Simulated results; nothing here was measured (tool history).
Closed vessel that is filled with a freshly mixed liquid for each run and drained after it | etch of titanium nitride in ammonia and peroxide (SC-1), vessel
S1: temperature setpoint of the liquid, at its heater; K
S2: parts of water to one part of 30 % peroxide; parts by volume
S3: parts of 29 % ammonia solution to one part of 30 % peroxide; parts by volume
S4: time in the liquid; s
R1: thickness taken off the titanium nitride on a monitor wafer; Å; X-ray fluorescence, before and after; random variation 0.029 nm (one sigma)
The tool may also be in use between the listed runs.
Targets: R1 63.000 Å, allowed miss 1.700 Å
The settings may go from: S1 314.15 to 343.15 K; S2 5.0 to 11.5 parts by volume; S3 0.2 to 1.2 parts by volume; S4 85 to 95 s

run,hour,S1,S2,S3,S4,R1
1,0.0,330.15,6.5,0.8,85,128.810
2,9.2,330.15,6.5,0.8,85,128.750
3,10.9,327.15,6.5,0.8,85,105.100
4,17.3,321.65,6.5,0.8,85,72.033
5,21.2,316.15,6.5,0.8,85,48.985
6,22.1,316.15,6.5,1.0,85,49.724
7,26.4,317.15,6.5,1.0,85,54.260
8,31.5,317.65,6.5,1.0,85,56.082
9,35.1,318.15,6.5,1.0,85,57.595
10,41.5,318.65,6.5,1.0,85,60.193

5 next moves are on the table. One of them brings every result within its allowed miss. Which?
A,47.9,319.65,7.0,0.8,95,?
B,47.9,319.15,6.5,1.0,90,?
C,47.9,319.65,6.5,0.9,90,?
D,47.9,317.15,6.0,1.0,95,?
E,47.9,317.65,5.0,1.2,90,?

move,R1
A,67.867
B,66.238
C,67.691
D,62.798
E,68.146
A: takes the result that was furthest off past its target
B: takes the result that was furthest off past its target
C: takes the result that was furthest off past its target
D: meets every target
E: takes the result that was furthest off past its target
Answer: D
